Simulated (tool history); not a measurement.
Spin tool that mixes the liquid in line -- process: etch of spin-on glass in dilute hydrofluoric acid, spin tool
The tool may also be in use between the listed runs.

run  hour  temperature setpoint of the liquid (C)  parts of water to one part of 49 % hydrofluoric acid (parts by volume)  time under the liquid (s)  thickness taken off the spin-on glass on a monitor wafer (nm)
  1   0.0                                    21.0                                                                     125                         75                                                         22.159
  2   3.7                                    21.0                                                                     105                         75                                                         27.039
  3  12.4                                    21.0                                                                      65                         75                                                         45.879
  4  20.6                                    21.0                                                                      50                         75                                                         59.534
  5  28.9                                    21.0                                                                      50                         85                                                         68.796
  6  37.5                                    20.0                                                                      60                         85                                                         54.555
  7  42.6                                    19.5                                                                      65                         85                                                         48.567
  8  47.4                                    19.5                                                                      65                         85                                                         48.220
  9  54.1                                    19.0                                                                      70                         85                                                         43.753
 10  62.4                                    18.5                                                                      75                         85                                                         40.348

Estimate the outcome of run 11 from the log above:
 11  68.0                                    18.0                                                                      80                         85                                                              ?

thickness taken off the spin-on glass on a monitor wafer (nm): 36.261

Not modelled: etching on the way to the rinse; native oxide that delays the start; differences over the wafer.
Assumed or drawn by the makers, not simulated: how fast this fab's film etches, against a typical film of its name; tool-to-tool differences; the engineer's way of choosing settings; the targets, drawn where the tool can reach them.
